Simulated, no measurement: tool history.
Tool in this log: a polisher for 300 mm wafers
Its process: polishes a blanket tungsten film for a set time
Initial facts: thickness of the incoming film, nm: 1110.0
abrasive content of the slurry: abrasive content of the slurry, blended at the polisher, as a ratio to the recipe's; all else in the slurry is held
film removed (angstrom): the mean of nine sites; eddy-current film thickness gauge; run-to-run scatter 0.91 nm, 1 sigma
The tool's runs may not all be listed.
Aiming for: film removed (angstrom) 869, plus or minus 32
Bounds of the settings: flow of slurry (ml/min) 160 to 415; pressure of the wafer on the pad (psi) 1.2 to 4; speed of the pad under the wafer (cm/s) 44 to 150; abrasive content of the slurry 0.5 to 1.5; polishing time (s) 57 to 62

run	hour	flow of slurry (ml/min)	pressure of the wafer on the pad (psi)	speed of the pad under the wafer (cm/s)	abrasive content of the slurry	polishing time (s)	film removed (angstrom)
1	0	265	2.6	96	1	62	1660.6
2	6.9	330	2.6	96	1	62	1702.5
3	10.9	330	2.4	94	1	62	1581.2
4	14.5	330	2.3	92	1	62	1463.8
5	20.9	330	2.2	92	1	62	1456.7
6	25.1	270	2.2	92	1	62	1392.5
7	27.4	270	2.1	90	1	62	1299.4
8	30	270	2	90	1	62	1274.1
9	35.7	270	1.9	88	1	62	1209.5
10	38.8	270	1.8	88	1	62	1138.8
11	47.1	270	1.7	88	1	62	1085.8
12	50.1	270	1.6	88	1	62	1019.9
13	51.3	270	1.4	88	1	62	925.28

Pick the move, out of 5, that brings all results within their allowed miss; only one does.
A	52.5	210	1.5	88	0.7	61	?
B	52.5	265	1.4	96	1.05	61	?
C	52.5	260	1.6	96	0.8	62	?
D	52.5	300	1.4	108	1	57	?
E	52.5	350	1.8	78	0.75	60	?

move	film removed (angstrom)
A	863.16
B	968.32
C	1030.5
D	981.53
E	971.24
A: meets every target
B: lands further from the targets than the last run did
C: lands further from the targets than the last run did
D: lands further from the targets than the last run did
E: lands further from the targets than the last run did
A is the move that brings every result within its allowed miss.

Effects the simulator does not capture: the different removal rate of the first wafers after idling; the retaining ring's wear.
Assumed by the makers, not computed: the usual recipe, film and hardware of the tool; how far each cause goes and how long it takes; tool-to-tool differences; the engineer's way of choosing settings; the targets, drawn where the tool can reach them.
